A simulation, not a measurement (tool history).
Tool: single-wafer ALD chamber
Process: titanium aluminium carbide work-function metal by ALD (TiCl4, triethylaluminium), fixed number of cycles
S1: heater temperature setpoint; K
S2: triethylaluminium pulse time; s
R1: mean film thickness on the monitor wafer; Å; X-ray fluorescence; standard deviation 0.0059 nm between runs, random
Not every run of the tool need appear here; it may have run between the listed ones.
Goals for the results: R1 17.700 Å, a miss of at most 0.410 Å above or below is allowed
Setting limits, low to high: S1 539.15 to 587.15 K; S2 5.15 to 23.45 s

Run 1, hour 0.0: S1 563.15 K, S2 14.30 s. Result: R1 19.832 Å.
Run 2, hour 2.5: S1 554.15 K, S2 14.30 s. Result: R1 18.882 Å.
Run 3, hour 8.7: S1 550.15 K, S2 13.99 s. Result: R1 18.366 Å.
Run 4, hour 17.2: S1 559.15 K, S2 13.99 s. Result: R1 19.426 Å.
Run 5, hour 19.6: S1 554.15 K, S2 13.69 s. Result: R1 18.944 Å.
Run 6, hour 20.9: S1 562.15 K, S2 13.69 s. Result: R1 19.573 Å.
Run 7, hour 27.3: S1 556.15 K, S2 12.80 s. Result: R1 18.993 Å.
Run 8, hour 30.3: S1 556.15 K, S2 12.80 s. Result: R1 18.941 Å.
Run 9, hour 33.0: S1 552.15 K, S2 12.29 s. Result: R1 18.588 Å.
Run 10, hour 36.2: S1 549.15 K, S2 12.08 s. Result: R1 18.371 Å.

5 next moves are on the table. One of them brings every result within its allowed miss. Which?
Run A, hour 39.4: S1 562.15 K, S2 9.57 s. Result: R1 ?.
Run B, hour 39.4: S1 556.15 K, S2 11.50 s. Result: R1 ?.
Run C, hour 39.4: S1 560.15 K, S2 17.25 s. Result: R1 ?.
Run D, hour 39.4: S1 543.15 K, S2 10.98 s. Result: R1 ?.
Run E, hour 39.4: S1 553.15 K, S2 11.60 s. Result: R1 ?.

move      R1
   A  18.946
   B  18.764
   C  19.450
   D  17.527
   E  18.505
A: the biggest miss grows against the last run
B: the biggest miss grows against the last run
C: the biggest miss grows against the last run
D: all results in spec
E: the biggest miss grows against the last run
Go with D: it meets all targets.
